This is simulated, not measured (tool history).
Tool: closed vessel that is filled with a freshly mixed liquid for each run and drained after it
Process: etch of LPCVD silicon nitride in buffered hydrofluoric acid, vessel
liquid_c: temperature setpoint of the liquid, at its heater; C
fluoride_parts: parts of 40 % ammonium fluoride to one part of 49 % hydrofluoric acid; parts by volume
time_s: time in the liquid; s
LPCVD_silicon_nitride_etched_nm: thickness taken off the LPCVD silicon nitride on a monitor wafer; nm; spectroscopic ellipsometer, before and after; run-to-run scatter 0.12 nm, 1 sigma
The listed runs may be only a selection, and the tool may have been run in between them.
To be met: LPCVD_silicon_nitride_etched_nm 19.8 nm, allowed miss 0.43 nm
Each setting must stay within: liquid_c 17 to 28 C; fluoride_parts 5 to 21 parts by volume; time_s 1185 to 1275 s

run	hour	liquid_c	fluoride_parts	time_s	LPCVD_silicon_nitride_etched_nm
1	0	20	13	1185	10.544
2	2.1	20	15.5	1185	8.8051
3	10	22.5	14	1185	11.173
4	11.5	24	14	1185	12.155
5	14.7	24	14	1275	13.15
6	22.9	25	13	1275	14.877
7	24.5	26	12.5	1275	16.283
8	29.2	26.5	12	1275	17.326
9	36.5	27	11.5	1275	18.704
10	45.9	27.5	11.5	1275	18.962
11	54.3	28	11	1275	20.627

Consider the 4 candidate settings below. Which is the only one whose results all fall within their allowed miss of target?
A	62.7	28	10.5	1225	?
B	62.7	27.5	10	1205	?
C	62.7	27.5	11	1250	?
D	62.7	28	10	1220	?

move	LPCVD_silicon_nitride_etched_nm
A	20.815
B	20.906
C	19.767
D	21.737
A: the biggest miss grows against the last run
B: the biggest miss grows against the last run
C: hits every target within its allowed miss
D: the biggest miss grows against the last run
C is the move that brings every result within its allowed miss.

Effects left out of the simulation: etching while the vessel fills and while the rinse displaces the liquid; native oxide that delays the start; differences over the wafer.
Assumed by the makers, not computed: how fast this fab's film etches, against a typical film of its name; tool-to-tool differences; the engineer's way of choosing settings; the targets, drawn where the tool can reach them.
